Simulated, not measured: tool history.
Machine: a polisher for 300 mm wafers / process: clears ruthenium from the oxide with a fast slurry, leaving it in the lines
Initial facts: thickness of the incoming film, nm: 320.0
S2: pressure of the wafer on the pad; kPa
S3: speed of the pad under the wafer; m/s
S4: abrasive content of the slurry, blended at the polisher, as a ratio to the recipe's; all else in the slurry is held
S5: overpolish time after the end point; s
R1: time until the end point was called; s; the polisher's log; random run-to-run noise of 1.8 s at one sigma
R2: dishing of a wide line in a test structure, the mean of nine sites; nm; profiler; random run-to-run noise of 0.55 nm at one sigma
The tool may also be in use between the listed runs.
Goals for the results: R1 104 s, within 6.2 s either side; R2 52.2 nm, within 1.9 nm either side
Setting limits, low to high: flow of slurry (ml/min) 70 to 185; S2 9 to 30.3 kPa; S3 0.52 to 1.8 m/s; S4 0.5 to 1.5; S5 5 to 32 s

Run 1, hour 0: flow of slurry (ml/min) 120, S2 19.3 kPa, S3 1.16 m/s, S4 1, S5 16 s. Result: R1 85.84 s, R2 43.069 nm.
Run 2, hour 6: flow of slurry (ml/min) 100, S2 19.3 kPa, S3 1.16 m/s, S4 1, S5 16 s. Result: R1 88.073 s, R2 43.046 nm.
Run 3, hour 10.1: flow of slurry (ml/min) 100, S2 18.6 kPa, S3 1.16 m/s, S4 1, S5 18 s. Result: R1 92.396 s, R2 46.53 nm.
Run 4, hour 17.3: flow of slurry (ml/min) 70, S2 18.6 kPa, S3 1.16 m/s, S4 1, S5 18 s. Result: R1 98.294 s, R2 43.543 nm.
Run 5, hour 19.5: flow of slurry (ml/min) 70, S2 18.6 kPa, S3 1.16 m/s, S4 1, S5 19 s. Result: R1 101.6 s, R2 45.215 nm.
Run 6, hour 22.7: flow of slurry (ml/min) 70, S2 18.6 kPa, S3 1.16 m/s, S4 0.85, S5 19 s. Result: R1 102.55 s, R2 43.092 nm.
Run 7, hour 27.5: flow of slurry (ml/min) 70, S2 18.6 kPa, S3 1.16 m/s, S4 0.9, S5 20 s. Result: R1 103.85 s, R2 45.684 nm.
Run 8, hour 34.3: flow of slurry (ml/min) 70, S2 18.6 kPa, S3 1.16 m/s, S4 0.9, S5 21 s. Result: R1 104.25 s, R2 48.251 nm.
Run 9, hour 41: flow of slurry (ml/min) 70, S2 18.6 kPa, S3 1.16 m/s, S4 0.95, S5 22 s. Result: R1 101.61 s, R2 49.979 nm.

Consider the 4 candidate settings below. Which is the only one whose results all fall within their allowed miss of target?
Run A, hour 47.7: flow of slurry (ml/min) 70, S2 19.3 kPa, S3 0.98 m/s, S4 1.25, S5 22 s. Result: R1 ?, R2 ?.
Run B, hour 47.7: flow of slurry (ml/min) 90, S2 16.5 kPa, S3 1.3 m/s, S4 0.75, S5 21 s. Result: R1 ?, R2 ?.
Run C, hour 47.7: flow of slurry (ml/min) 70, S2 18.6 kPa, S3 1.16 m/s, S4 1.1, S5 20 s. Result: R1 ?, R2 ?.
Run D, hour 47.7: flow of slurry (ml/min) 70, S2 15.9 kPa, S3 1.42 m/s, S4 0.8, S5 23 s. Result: R1 ?, R2 ?.

move      R1      R2
   A  105.16  48.483
   B  103.86  47.184
   C  96.278  48.211
   D  102.12  51.377
A: lands further from the targets than the last run did
B: lands further from the targets than the last run did
C: lands further from the targets than the last run did
D: all results land within tolerance of their targets
Correct choice: D, which meets every target
